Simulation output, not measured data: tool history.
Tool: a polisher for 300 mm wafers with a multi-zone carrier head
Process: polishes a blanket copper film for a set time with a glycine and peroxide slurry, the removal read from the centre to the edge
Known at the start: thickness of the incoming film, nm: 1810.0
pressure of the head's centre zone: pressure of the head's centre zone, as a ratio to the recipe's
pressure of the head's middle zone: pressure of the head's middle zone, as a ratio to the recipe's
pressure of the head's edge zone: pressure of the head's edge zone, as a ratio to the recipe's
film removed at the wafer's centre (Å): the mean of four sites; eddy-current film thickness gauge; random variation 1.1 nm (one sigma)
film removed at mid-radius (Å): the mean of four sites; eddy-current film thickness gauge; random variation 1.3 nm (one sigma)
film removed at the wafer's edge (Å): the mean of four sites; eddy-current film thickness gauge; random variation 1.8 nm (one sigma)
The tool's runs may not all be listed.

run  hour  flow of slurry (ml/min)  pressure of the head's centre zone  pressure of the head's middle zone  pressure of the head's edge zone  polishing time (s)  film removed at the wafer's centre (Å)  film removed at mid-radius (Å)  film removed at the wafer's edge (Å)
  1   0.0                      160                                1.00                                1.00                              1.00                  62                                  2627.0                          2795.6                                2821.9
  2   7.4                      160                                1.08                                1.00                              1.00                  62                                  2873.4                          2823.6                                2863.4
  3  12.1                      160                                1.04                                1.00                              1.00                  62                                  2704.8                          2778.4                                2865.4
  4  18.1                      160                                1.03                                0.99                              0.98                  58                                  2549.6                          2637.3                                2651.2
  5  22.1                      160                                1.03                                0.99                              0.95                  58                                  2511.9                          2617.3                                2587.9
  6  27.1                      155                                1.02                                0.97                              0.94                  55                                  2360.7                          2407.1                                2529.7
  7  33.8                      150                                1.02                                0.98                              0.92                  52                                  2224.7                          2320.2                                2349.5
     41.9  -- centre zone pressure recalibrated
  8  41.9                      145                                1.02                                0.98                              0.91                  49                                  2201.7                          2122.1                                2184.2

Run 9 comes next. What will it give?
  9  46.8                      155                                0.92                                1.01                              0.84                  31                                       ?                               ?                                     ?

Run 9 gave film removed at the wafer's centre (Å) 1265.4, film removed at mid-radius (Å) 1398.3, film removed at the wafer's edge (Å) 1364.2.
